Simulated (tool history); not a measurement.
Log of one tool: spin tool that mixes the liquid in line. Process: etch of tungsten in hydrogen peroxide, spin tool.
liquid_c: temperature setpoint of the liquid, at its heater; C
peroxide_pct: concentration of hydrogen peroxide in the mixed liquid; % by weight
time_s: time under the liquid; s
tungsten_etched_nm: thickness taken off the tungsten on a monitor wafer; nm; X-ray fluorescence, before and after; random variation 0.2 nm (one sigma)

run  hour  liquid_c  peroxide_pct  time_s  tungsten_etched_nm
  1   0.0      47.0          25.5      50              74.897
  2   0.9      52.0          25.5      50             102.520
  3   3.4      46.0          25.5      50              69.374
  4   9.7      46.0          29.0      50              74.155
  5  16.1      46.0          24.5      50              68.533
  6  21.5      40.0          24.5      50              46.270
  7  25.3      38.0          24.5      50              41.428

Run 8 comes next. What will it give?
  8  27.2      36.5          24.5      50                   ?

{"run 8": {"tungsten_etched_nm": 37.352}}
